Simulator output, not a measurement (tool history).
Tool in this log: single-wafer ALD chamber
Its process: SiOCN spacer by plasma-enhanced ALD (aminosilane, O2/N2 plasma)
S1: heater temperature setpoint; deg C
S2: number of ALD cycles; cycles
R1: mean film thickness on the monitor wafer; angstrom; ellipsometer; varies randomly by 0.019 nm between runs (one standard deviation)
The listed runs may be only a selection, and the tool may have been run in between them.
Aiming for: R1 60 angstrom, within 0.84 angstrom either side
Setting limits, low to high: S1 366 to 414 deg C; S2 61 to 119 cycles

{"run": 1, "hour": 0.0, "S1": 390, "S2": 90, "R1": 54.951}
{"run": 2, "hour": 5.1, "S1": 390, "S2": 92, "R1": 56.372}
{"run": 3, "hour": 12.1, "S1": 390, "S2": 102, "R1": 62.623}
{"run": 4, "hour": 14.5, "S1": 385, "S2": 102, "R1": 62.498}
{"run": 5, "hour": 17.7, "S1": 385, "S2": 101, "R1": 61.686}
{"run": 6, "hour": 19.2, "S1": 385, "S2": 114, "R1": 69.446}
{"run": 7, "hour": 25.2, "S1": 385, "S2": 111, "R1": 67.69}
{"run": 8, "hour": 31.7, "S1": 385, "S2": 108, "R1": 66.244}
{"run": 9, "hour": 39.0, "S1": 385, "S2": 106, "R1": 65.076}

Of the 4 settings listed for the next run, only one would bring every result within its allowed miss of target. Which one?
{"run": "A", "hour": 46.3, "S1": 383, "S2": 102, "R1": "?"}
{"run": "B", "hour": 46.3, "S1": 382, "S2": 98, "R1": "?"}
{"run": "C", "hour": 46.3, "S1": 390, "S2": 118, "R1": "?"}
{"run": "D", "hour": 46.3, "S1": 384, "S2": 104, "R1": "?"}

move=A R1=62.729
move=B R1=60.269
move=C R1=72.569
move=D R1=63.959
A: nearer than the last run, and not there yet
B: every result lands within tolerance
C: its largest miss is bigger than the last run's
D: nearer than the last run, and not there yet
The right move is B.
